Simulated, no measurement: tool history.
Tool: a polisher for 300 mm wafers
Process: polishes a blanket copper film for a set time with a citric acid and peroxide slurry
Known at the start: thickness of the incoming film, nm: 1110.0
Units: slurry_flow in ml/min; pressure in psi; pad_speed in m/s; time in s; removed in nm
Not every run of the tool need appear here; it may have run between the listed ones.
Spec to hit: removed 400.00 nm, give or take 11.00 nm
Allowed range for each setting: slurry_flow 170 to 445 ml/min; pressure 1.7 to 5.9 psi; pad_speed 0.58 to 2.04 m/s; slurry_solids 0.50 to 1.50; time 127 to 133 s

| run | hour | slurry_flow | pressure | pad_speed | slurry_solids | time | removed |
|---|---|---|---|---|---|---|---|
| 1 | 0.0 | 285 | 3.8 | 1.30 | 1.00 | 127 | 535.29 |
| 2 | 8.9 | 285 | 3.6 | 1.30 | 1.00 | 127 | 517.30 |
| 3 | 12.6 | 285 | 3.6 | 1.30 | 0.90 | 127 | 504.48 |
| 4 | 21.5 | 285 | 3.6 | 1.30 | 0.90 | 127 | 507.84 |
| 5 | 28.4 | 285 | 4.2 | 1.30 | 0.90 | 127 | 580.76 |
| 6 | 30.1 | 285 | 4.2 | 1.30 | 0.90 | 133 | 606.60 |
| 7 | 33.6 | 285 | 3.9 | 1.30 | 0.90 | 133 | 568.87 |
| 8 | 41.9 | 285 | 3.7 | 1.30 | 0.90 | 133 | 541.67 |
| 9 | 48.7 | 285 | 3.5 | 1.30 | 0.90 | 133 | 513.10 |
| 10 | 52.8 | 285 | 3.4 | 1.30 | 0.90 | 133 | 499.12 |
| 11 | 56.2 | 285 | 3.3 | 1.30 | 0.90 | 133 | 489.25 |
| 12 | 57.6 | 285 | 3.2 | 1.30 | 0.90 | 133 | 476.04 |
| 13 | 61.2 | 285 | 3.1 | 1.30 | 0.90 | 133 | 465.01 |
| 14 | 67.9 | 285 | 3.0 | 1.30 | 0.90 | 133 | 446.13 |
| 15 | 69.3 | 285 | 2.9 | 1.30 | 0.90 | 133 | 435.83 |

Exactly one of the 4 candidate moves below puts every result within its allowed miss. Which one?
| A | 70.7 | 195 | 3.0 | 1.46 | 0.70 | 127 | ? |
| B | 70.7 | 305 | 3.0 | 1.14 | 1.00 | 133 | ? |
| C | 70.7 | 270 | 2.8 | 1.36 | 0.95 | 130 | ? |
| D | 70.7 | 375 | 2.6 | 1.22 | 1.40 | 127 | ? |

| move | removed |
|---|---|
| A | 422.21 |
| B | 425.66 |
| C | 425.15 |
| D | 401.02 |
A: better than the last run, though not everything is in spec
B: better than the last run, though not everything is in spec
C: better than the last run, though not everything is in spec
D: all results in spec
The move that meets every target is D.
